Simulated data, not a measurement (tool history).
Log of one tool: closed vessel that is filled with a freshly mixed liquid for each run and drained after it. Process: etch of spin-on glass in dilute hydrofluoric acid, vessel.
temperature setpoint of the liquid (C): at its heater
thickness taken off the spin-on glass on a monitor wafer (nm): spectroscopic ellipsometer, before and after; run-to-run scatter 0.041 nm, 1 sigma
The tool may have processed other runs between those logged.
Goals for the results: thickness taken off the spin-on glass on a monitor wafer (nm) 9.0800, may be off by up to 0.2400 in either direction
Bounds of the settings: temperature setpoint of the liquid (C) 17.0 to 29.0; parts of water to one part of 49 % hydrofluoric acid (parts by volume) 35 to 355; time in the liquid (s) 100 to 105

| run | hour | temperature setpoint of the liquid (C) | parts of water to one part of 49 % hydrofluoric acid (parts by volume) | time in the liquid (s) | thickness taken off the spin-on glass on a monitor wafer (nm) |
|---|---|---|---|---|---|
| 1 | 0.0 | 21.0 | 195 | 100 | 16.9340 |
| 2 | 8.9 | 20.5 | 210 | 100 | 15.2390 |
| 3 | 17.3 | 20.5 | 210 | 100 | 15.3470 |
| 4 | 25.6 | 18.0 | 210 | 100 | 13.9250 |
| 5 | 32.3 | 18.0 | 220 | 100 | 13.1970 |
| 6 | 38.0 | 18.0 | 245 | 100 | 11.5690 |
| 7 | 39.0 | 18.0 | 250 | 100 | 11.2400 |
| 8 | 44.4 | 18.0 | 255 | 100 | 10.9740 |
| 9 | 51.8 | 18.0 | 260 | 100 | 10.6520 |

Which single option among these 5 for the next run brings every result within its allowed miss of target? Just one does.
| A | 59.2 | 17.0 | 215 | 105 | ? |
| B | 59.2 | 17.5 | 280 | 100 | ? |
| C | 59.2 | 17.5 | 290 | 100 | ? |
| D | 59.2 | 17.0 | 275 | 100 | ? |
| E | 59.2 | 17.0 | 285 | 105 | ? |

| move | thickness taken off the spin-on glass on a monitor wafer (nm) |
|---|---|
| A | 13.6510 |
| B | 9.6130 |
| C | 9.2025 |
| D | 9.6439 |
| E | 9.6881 |
A: the biggest miss grows against the last run
B: nearer than the last run, and not there yet
C: hits every target within its allowed miss
D: nearer than the last run, and not there yet
E: nearer than the last run, and not there yet
The right move is C.
